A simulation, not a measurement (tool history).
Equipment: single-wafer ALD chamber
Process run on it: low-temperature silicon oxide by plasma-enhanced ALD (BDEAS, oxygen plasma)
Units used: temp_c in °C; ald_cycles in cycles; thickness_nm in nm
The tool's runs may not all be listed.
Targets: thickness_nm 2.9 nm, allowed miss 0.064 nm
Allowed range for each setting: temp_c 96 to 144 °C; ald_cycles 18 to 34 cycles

run	hour	temp_c	ald_cycles	thickness_nm
1	0	120	26	3.3373
2	1.3	111	26	3.416
3	7.3	113	25	3.2539
4	15.9	114	24	3.1356
5	16.8	115	24	3.1549
6	17.7	108	24	3.2265
7	20.6	111	24	3.1858
8	25.9	111	24	3.1915
9	28.2	115	21	2.7631
10	35.5	114	21	2.7424
11	41	112	21	2.7569
12	45.2	111	21	2.7711
13	51.5	111	21	2.7744
14	57.7	110	21	2.7525

Pick the move, out of 5, that brings all results within their allowed miss; only one does.
A	63.9	125	20	?
B	63.9	113	20	?
C	63.9	115	21	?
D	63.9	106	23	?
E	63.9	109	22	?

move	thickness_nm
A	2.5714
B	2.6281
C	2.7496
D	3.0602
E	2.9116
A: the biggest miss grows against the last run
B: the biggest miss grows against the last run
C: no nearer and no further than the last run
D: carries the result that was furthest off beyond its target, to the other side
E: in spec on every target
Correct choice: E, which meets every target
